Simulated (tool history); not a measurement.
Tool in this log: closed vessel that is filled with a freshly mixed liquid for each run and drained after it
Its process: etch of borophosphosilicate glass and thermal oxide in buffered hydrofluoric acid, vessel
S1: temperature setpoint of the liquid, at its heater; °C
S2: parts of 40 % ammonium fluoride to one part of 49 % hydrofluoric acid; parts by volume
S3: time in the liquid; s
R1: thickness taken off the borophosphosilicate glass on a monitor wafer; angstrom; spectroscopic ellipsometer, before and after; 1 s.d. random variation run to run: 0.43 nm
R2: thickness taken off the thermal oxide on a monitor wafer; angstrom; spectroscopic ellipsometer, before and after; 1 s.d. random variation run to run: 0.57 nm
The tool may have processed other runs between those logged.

run,hour,S1,S2,S3,R1,R2
1,0,20,8.5,60,768.4,600.81
2,3.7,20,6,60,1083.5,848.08
3,8.9,20,5,60,1267.9,974.73
4,11.1,20,5,60,1274.6,978.2
5,18.6,23.5,5,60,1534.9,1195.4
6,22.7,23.5,7,60,1138.8,894.49

Forecast run 7:
7,23.7,22.5,7,60,?,?

R1: 1073.7 angstrom
R2: 849.16 angstrom
